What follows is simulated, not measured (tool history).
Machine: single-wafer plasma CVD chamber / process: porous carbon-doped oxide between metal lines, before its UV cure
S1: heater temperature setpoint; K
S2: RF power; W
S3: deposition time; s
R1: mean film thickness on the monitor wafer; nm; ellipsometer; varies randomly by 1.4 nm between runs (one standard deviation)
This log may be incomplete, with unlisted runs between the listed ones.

| run | day | S1 | S2 | S3 | R1 |
|---|---|---|---|---|---|
| 1 | 0.000 | 593.15 | 565 | 44.4 | 229.24 |
| 2 | 0.133 | 583.15 | 565 | 44.4 | 241.36 |
| 3 | 0.408 | 580.15 | 570 | 44.4 | 246.35 |
| 4 | 0.696 | 585.15 | 570 | 44.4 | 241.98 |
| 5 | 0.796 | 590.15 | 570 | 44.4 | 233.37 |
| 6 | 1.067 | 586.15 | 575 | 44.4 | 238.60 |
| 7 | 1.388 | 583.15 | 580 | 44.4 | 248.42 |

Estimate the outcome of run 8 from the log above:
| 8 | 1.438 | 582.15 | 580 | 44.4 | ? |

Run 8 came out at R1 246.74 nm.
